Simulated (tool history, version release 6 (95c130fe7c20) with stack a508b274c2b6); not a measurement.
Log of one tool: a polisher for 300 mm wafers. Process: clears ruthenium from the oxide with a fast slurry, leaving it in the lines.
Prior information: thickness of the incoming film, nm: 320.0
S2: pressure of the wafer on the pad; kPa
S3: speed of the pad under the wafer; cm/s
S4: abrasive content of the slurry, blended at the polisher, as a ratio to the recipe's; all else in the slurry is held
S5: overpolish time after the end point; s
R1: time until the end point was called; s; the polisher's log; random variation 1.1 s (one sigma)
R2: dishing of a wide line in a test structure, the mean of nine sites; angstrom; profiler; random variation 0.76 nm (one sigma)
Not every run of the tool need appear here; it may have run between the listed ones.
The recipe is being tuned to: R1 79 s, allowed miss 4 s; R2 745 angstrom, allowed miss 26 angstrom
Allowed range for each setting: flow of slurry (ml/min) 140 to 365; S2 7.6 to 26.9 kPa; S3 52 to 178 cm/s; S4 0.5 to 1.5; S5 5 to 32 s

{"run": 1, "day": 0.0, "flow of slurry (ml/min)": 235, "S2": 17.2, "S3": 114, "S4": 1, "S5": 16, "R1": 83.519, "R2": 501.6}
{"run": 2, "day": 0.021, "flow of slurry (ml/min)": 230, "S2": 17.2, "S3": 114, "S4": 1, "S5": 18, "R1": 83.951, "R2": 555.37}
{"run": 3, "day": 0.396, "flow of slurry (ml/min)": 230, "S2": 17.2, "S3": 114, "S4": 0.8, "S5": 18, "R1": 96.183, "R2": 490.79}
{"run": 4, "day": 0.571, "flow of slurry (ml/min)": 230, "S2": 21.4, "S3": 114, "S4": 0.8, "S5": 18, "R1": 76.943, "R2": 598.26}
{"run": 5, "day": 0.738, "flow of slurry (ml/min)": 230, "S2": 21.4, "S3": 114, "S4": 0.8, "S5": 22, "R1": 78.862, "R2": 696.89}
{"run": 6, "day": 1.108, "flow of slurry (ml/min)": 230, "S2": 21.4, "S3": 130, "S4": 0.8, "S5": 22, "R1": 69.899, "R2": 760.6}
{"run": 7, "day": 1.479, "flow of slurry (ml/min)": 230, "S2": 21.4, "S3": 130, "S4": 0.8, "S5": 22, "R1": 71.408, "R2": 762.94}
{"run": 8, "day": 1.679, "flow of slurry (ml/min)": 230, "S2": 20.7, "S3": 130, "S4": 0.8, "S5": 22, "R1": 70.879, "R2": 736.62}

4 next moves are on the table. One of them brings every result within its allowed miss. Which?
{"run": "A", "day": 1.879, "flow of slurry (ml/min)": 200, "S2": 20.7, "S3": 166, "S4": 0.8, "S5": 19, "R1": "?", "R2": "?"}
{"run": "B", "day": 1.879, "flow of slurry (ml/min)": 270, "S2": 26.2, "S3": 178, "S4": 0.5, "S5": 20, "R1": "?", "R2": "?"}
{"run": "C", "day": 1.879, "flow of slurry (ml/min)": 280, "S2": 19.3, "S3": 106, "S4": 0.95, "S5": 24, "R1": "?", "R2": "?"}
{"run": "D", "day": 1.879, "flow of slurry (ml/min)": 240, "S2": 20.7, "S3": 146, "S4": 0.85, "S5": 20, "R1": "?", "R2": "?"}

move=A R1=60.3 R2=740.22
move=B R1=63.22 R2=742.67
move=C R1=77.136 R2=732.58
move=D R1=62.147 R2=753.15
A: further off than the last run
B: further off than the last run
C: every result within its allowed miss
D: further off than the last run
So the answer is move C, the one that meets all the targets.
